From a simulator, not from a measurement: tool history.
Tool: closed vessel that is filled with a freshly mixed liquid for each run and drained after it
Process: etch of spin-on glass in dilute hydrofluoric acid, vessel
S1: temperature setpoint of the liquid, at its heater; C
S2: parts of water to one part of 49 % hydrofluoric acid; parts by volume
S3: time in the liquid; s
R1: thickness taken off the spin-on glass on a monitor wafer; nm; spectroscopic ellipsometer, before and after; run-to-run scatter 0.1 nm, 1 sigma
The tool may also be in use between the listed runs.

run 1 hour=0 | S1=22 S2=190 S3=30 | R1=5.9387
run 2 hour=3.9 | S1=22 S2=160 S3=30 | R1=7.4052
run 3 hour=8.4 | S1=22 S2=160 S3=30 | R1=7.3527
run 4 hour=17.3 | S1=22 S2=135 S3=30 | R1=8.9654
run 5 hour=25.8 | S1=22 S2=135 S3=30 | R1=8.933
run 6 hour=34.8 | S1=22 S2=135 S3=30 | R1=8.9127
run 7 hour=35.8 | S1=26 S2=120 S3=30 | R1=12.044

Predict the results of run 8:
run 8 hour=40.1 | S1=26.5 S2=120 S3=30 | R1=?

For run 8 the tool returned R1 12.203 nm.
